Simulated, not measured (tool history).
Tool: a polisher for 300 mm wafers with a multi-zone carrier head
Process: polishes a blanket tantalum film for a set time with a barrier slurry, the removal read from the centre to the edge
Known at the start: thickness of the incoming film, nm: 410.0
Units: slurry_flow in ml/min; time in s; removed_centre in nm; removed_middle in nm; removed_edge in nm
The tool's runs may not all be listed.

| run | hour | slurry_flow | centre_zone | middle_zone | edge_zone | slurry_solids | time | removed_centre | removed_middle | removed_edge |
|---|---|---|---|---|---|---|---|---|---|---|
| 1 | 0.0 | 310 | 1.00 | 1.00 | 1.00 | 1.00 | 43 | 57.420 | 59.110 | 58.549 |
| 2 | 5.1 | 300 | 0.95 | 1.02 | 0.97 | 0.90 | 43 | 52.175 | 58.324 | 55.253 |
| 3 | 5.7 | 290 | 0.91 | 1.03 | 0.95 | 0.85 | 43 | 48.263 | 57.194 | 53.196 |
| 4 | 9.8 | 280 | 0.89 | 1.04 | 0.93 | 0.85 | 43 | 46.713 | 57.321 | 53.135 |
| 5 | 16.9 | 280 | 0.89 | 1.08 | 0.93 | 0.85 | 43 | 46.138 | 59.194 | 52.960 |
| 6 | 24.9 | 275 | 0.88 | 1.08 | 0.91 | 0.85 | 43 | 47.169 | 59.308 | 52.762 |

Forecast run 7:
| 7 | 28.0 | 275 | 0.86 | 1.08 | 0.90 | 0.80 | 43 | ? | ? | ? |

{"run 7": {"removed_centre": 44.351, "removed_middle": 56.763, "removed_edge": 50.93}}
